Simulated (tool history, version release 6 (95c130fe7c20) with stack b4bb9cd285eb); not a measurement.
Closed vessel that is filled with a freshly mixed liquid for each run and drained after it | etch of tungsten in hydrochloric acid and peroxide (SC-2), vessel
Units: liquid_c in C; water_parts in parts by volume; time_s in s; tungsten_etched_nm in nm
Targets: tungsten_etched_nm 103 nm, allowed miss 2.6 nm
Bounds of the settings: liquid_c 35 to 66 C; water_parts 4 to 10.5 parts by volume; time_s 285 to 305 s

| run | hour | liquid_c | water_parts | time_s | tungsten_etched_nm |
|---|---|---|---|---|---|
| 1 | 0 | 50 | 5.5 | 285 | 76.889 |
| 2 | 3.8 | 44 | 5.5 | 285 | 50.895 |
| 3 | 9.4 | 44 | 5.5 | 305 | 54.765 |
| 4 | 18.3 | 44 | 5.5 | 305 | 54.377 |
| 5 | 24.8 | 44 | 6.5 | 305 | 46.976 |
| 6 | 32 | 47 | 6.5 | 305 | 59.199 |
| 7 | 34.1 | 49 | 6.5 | 305 | 67.592 |
| 8 | 40.6 | 50.5 | 6.5 | 305 | 74.091 |
| 9 | 43.4 | 56.5 | 6.5 | 305 | 109.52 |
| 10 | 48.5 | 56 | 6.5 | 305 | 105.9 |

Which of these 5 next moves meets every target?
| A | 53.6 | 60 | 7.5 | 285 | ? |
| B | 53.6 | 58.5 | 7 | 290 | ? |
| C | 53.6 | 57.5 | 6.5 | 290 | ? |
| D | 53.6 | 56.5 | 6.5 | 285 | ? |
| E | 53.6 | 56.5 | 6.5 | 300 | ? |

| move | tungsten_etched_nm |
|---|---|
| A | 114.4 |
| B | 111.79 |
| C | 111.08 |
| D | 102.41 |
| E | 107.8 |
A: further off than the last run
B: further off than the last run
C: further off than the last run
D: meets every target
E: further off than the last run
The right move is D.
